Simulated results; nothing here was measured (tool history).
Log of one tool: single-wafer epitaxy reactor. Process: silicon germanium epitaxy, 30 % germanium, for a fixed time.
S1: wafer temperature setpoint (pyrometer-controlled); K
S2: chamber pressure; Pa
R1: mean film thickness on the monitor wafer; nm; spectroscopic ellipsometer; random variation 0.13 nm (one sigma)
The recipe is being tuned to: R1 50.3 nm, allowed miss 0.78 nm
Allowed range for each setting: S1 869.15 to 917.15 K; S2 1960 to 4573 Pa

run	hour	S1	S2	R1
1	0	893.15	3266	82.808
2	6.4	899.15	3266	92.813
3	13.1	890.15	3120	76.57
4	21.3	890.15	2760	74.165
5	23.6	899.15	2760	88.062
6	25.4	899.15	2280	83.546
7	31.1	891.15	2266	71.497
8	33.2	885.15	2253	63.004
9	37.8	882.15	2240	59.34
10	43	879.15	2240	55.55
11	44.9	878.15	2240	54.523
12	51.4	873.15	2226	49.22

Exactly one of the 5 candidate moves below puts every result within its allowed miss. Which one?
A	57.9	872.15	2240	?
B	57.9	873.15	2413	?
C	57.9	873.15	2120	?
D	57.9	874.15	1960	?
E	57.9	877.15	2093	?

move	R1
A	48.131
B	50.184
C	48.405
D	48.387
E	52.402
A: moves away from the targets compared with the last run
B: in spec on every target
C: moves away from the targets compared with the last run
D: moves away from the targets compared with the last run
E: moves the result that the last run missed by most past its target, out the other side
B meets every target.
